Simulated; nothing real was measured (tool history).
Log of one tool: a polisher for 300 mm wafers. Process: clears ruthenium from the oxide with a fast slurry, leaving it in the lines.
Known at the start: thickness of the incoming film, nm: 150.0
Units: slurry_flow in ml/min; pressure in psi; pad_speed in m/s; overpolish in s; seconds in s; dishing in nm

Run 1, hour 0.0: slurry_flow 255 ml/min, pressure 2.6 psi, pad_speed 0.78 m/s, slurry_solids 1.0, overpolish 20 s. Result: seconds 60.978 s, dishing 41.7010 nm.
Run 2, hour 5.3: slurry_flow 260 ml/min, pressure 2.4 psi, pad_speed 0.76 m/s, slurry_solids 1.0, overpolish 18 s. Result: seconds 67.098 s, dishing 33.6540 nm.
Run 3, hour 6.9: slurry_flow 260 ml/min, pressure 2.2 psi, pad_speed 0.74 m/s, slurry_solids 1.0, overpolish 17 s. Result: seconds 73.292 s, dishing 29.4250 nm.
Run 4, hour 14.9: slurry_flow 260 ml/min, pressure 2.1 psi, pad_speed 0.72 m/s, slurry_solids 1.0, overpolish 16 s. Result: seconds 79.561 s, dishing 25.4080 nm.
Run 5, hour 21.1: slurry_flow 260 ml/min, pressure 2.1 psi, pad_speed 0.88 m/s, slurry_solids 1.0, overpolish 16 s. Result: seconds 66.621 s, dishing 30.5150 nm.
Run 6, hour 27.0: slurry_flow 260 ml/min, pressure 2.0 psi, pad_speed 0.84 m/s, slurry_solids 1.0, overpolish 15 s. Result: seconds 72.170 s, dishing 26.3390 nm.
Run 7, hour 31.8: slurry_flow 260 ml/min, pressure 1.9 psi, pad_speed 0.82 m/s, slurry_solids 1.0, overpolish 15 s. Result: seconds 77.649 s, dishing 23.9760 nm.
Run 8, hour 39.8: slurry_flow 260 ml/min, pressure 1.8 psi, pad_speed 0.80 m/s, slurry_solids 1.0, overpolish 15 s. Result: seconds 85.204 s, dishing 22.6420 nm.
Run 9, hour 45.5: slurry_flow 265 ml/min, pressure 1.2 psi, pad_speed 0.74 m/s, slurry_solids 1.0, overpolish 8 s. Result: seconds 132.830 s, dishing 8.0240 nm.

Run 10 comes next. What will it give?
Run 10, hour 47.5: slurry_flow 265 ml/min, pressure 1.2 psi, pad_speed 0.74 m/s, slurry_solids 1.0, overpolish 9 s. Result: seconds ?, dishing ?.

seconds: 133.190 s
dishing: 8.9556 nm

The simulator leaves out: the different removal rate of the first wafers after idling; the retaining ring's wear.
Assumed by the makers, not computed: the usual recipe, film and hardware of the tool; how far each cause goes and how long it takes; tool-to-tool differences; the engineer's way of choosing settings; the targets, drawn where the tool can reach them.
